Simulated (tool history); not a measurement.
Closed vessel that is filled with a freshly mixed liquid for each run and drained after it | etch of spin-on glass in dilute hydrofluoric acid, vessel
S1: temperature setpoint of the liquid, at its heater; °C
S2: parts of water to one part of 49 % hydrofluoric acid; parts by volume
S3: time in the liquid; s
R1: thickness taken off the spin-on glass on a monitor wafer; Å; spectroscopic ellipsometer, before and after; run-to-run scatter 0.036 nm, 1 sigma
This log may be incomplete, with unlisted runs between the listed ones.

Run 1, day 0: S1 23 °C, S2 250 parts by volume, S3 30 s. Result: R1 34.31 Å.
Run 2, day 0.154: S1 23 °C, S2 330 parts by volume, S3 30 s. Result: R1 24.014 Å.
Run 3, day 0.212: S1 24.5 °C, S2 305 parts by volume, S3 30 s. Result: R1 28.079 Å.
Run 4, day 0.533: S1 24.5 °C, S2 305 parts by volume, S3 30 s. Result: R1 28.016 Å.
Run 5, day 0.621: S1 24.5 °C, S2 395 parts by volume, S3 30 s. Result: R1 19.758 Å.
Run 6, day 0.875: S1 24.5 °C, S2 395 parts by volume, S3 30 s. Result: R1 19.734 Å.

What will run 7 give?
Run 7, day 1.225: S1 25.5 °C, S2 355 parts by volume, S3 30 s. Result: R1 ?.

R1: 23.909 Å
